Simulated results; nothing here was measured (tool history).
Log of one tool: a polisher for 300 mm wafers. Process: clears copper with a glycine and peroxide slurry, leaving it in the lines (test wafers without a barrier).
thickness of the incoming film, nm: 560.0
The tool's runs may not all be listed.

| run | hour | flow of slurry (ml/min) | pressure of the wafer on the pad (kPa) | speed of the pad under the wafer (cm/s) | overpolish time after the end point (s) | time until the end point was called (s) | dishing of a wide line in a test structure (angstrom) |
|---|---|---|---|---|---|---|---|
| 1 | 0.0 | 140 | 18.6 | 96 | 26 | 102.580 | 926.21 |
| 2 | 4.7 | 140 | 18.6 | 82 | 26 | 116.930 | 860.59 |
| 3 | 8.7 | 170 | 18.6 | 82 | 26 | 117.260 | 894.89 |
| 4 | 14.8 | 205 | 18.6 | 82 | 26 | 109.890 | 940.50 |
| 5 | 17.0 | 205 | 18.6 | 82 | 20 | 110.890 | 760.17 |
| 6 | 18.2 | 205 | 19.3 | 84 | 22 | 107.180 | 832.47 |
| 7 | 24.4 | 205 | 20.0 | 86 | 24 | 101.650 | 921.28 |
| 8 | 29.8 | 205 | 20.7 | 88 | 25 | 97.866 | 982.87 |

Run 9 comes next. What will it give?
| 9 | 36.4 | 205 | 21.4 | 90 | 26 | ? | ? |

For run 9 the tool returned time until the end point was called (s) 93.988, dishing of a wide line in a test structure (angstrom) 1055.70.
